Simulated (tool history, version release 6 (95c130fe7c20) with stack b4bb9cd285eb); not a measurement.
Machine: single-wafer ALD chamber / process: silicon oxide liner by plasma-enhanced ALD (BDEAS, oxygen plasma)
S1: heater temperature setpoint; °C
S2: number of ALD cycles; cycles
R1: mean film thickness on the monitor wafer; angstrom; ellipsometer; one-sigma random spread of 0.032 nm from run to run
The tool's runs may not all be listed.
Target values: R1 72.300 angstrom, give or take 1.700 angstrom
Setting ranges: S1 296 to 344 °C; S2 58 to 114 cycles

run 1 hour=0.0 | S1=320 S2=86 | R1=82.434
run 2 hour=3.1 | S1=309 S2=86 | R1=83.310
run 3 hour=6.3 | S1=309 S2=93 | R1=90.508
run 4 hour=8.9 | S1=309 S2=87 | R1=83.970
run 5 hour=11.4 | S1=309 S2=83 | R1=80.439
run 6 hour=16.9 | S1=309 S2=80 | R1=77.021
run 7 hour=24.3 | S1=309 S2=79 | R1=76.040
run 8 hour=32.9 | S1=309 S2=78 | R1=74.896
run 9 hour=39.7 | S1=309 S2=78 | R1=75.465
run 10 hour=48.4 | S1=309 S2=77 | R1=74.317
run 11 hour=56.6 | S1=309 S2=77 | R1=74.640

Next run, 4 choices. One meets every target within its allowed miss, the rest don't. Which?
run A hour=64.8 | S1=303 S2=79 | R1=?
run B hour=64.8 | S1=327 S2=84 | R1=?
run C hour=64.8 | S1=329 S2=76 | R1=?
run D hour=64.8 | S1=312 S2=79 | R1=?

move=A R1=77.057
move=B R1=79.498
move=C R1=71.743
move=D R1=76.198
A: further off than the last run
B: further off than the last run
C: meets every target
D: further off than the last run
Move C is the one to make.

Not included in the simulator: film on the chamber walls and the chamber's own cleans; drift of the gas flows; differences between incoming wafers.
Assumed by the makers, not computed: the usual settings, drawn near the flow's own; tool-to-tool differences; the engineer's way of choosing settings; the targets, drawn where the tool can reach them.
